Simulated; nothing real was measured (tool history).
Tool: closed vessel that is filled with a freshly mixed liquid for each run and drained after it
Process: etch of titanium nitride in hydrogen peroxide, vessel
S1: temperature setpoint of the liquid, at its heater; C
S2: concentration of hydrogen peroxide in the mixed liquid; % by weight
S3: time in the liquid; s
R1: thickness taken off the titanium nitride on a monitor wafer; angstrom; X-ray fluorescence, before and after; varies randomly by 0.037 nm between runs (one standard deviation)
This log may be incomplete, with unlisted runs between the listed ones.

run    day    S1    S2  S3      R1
  1  0.000  50.0  15.5  30  18.297
  2  0.158  50.0  17.0  30  18.363
  3  0.308  52.0  17.0  30  21.537
  4  0.462  52.0  17.0  30  21.112
  5  0.738  52.0  17.0  30  21.556
  6  0.908  53.5  17.0  30  23.632

Run 7 has not been measured yet. What should we expect?
  7  1.204  55.0  17.0  30   ?

R1: 25.810 angstrom
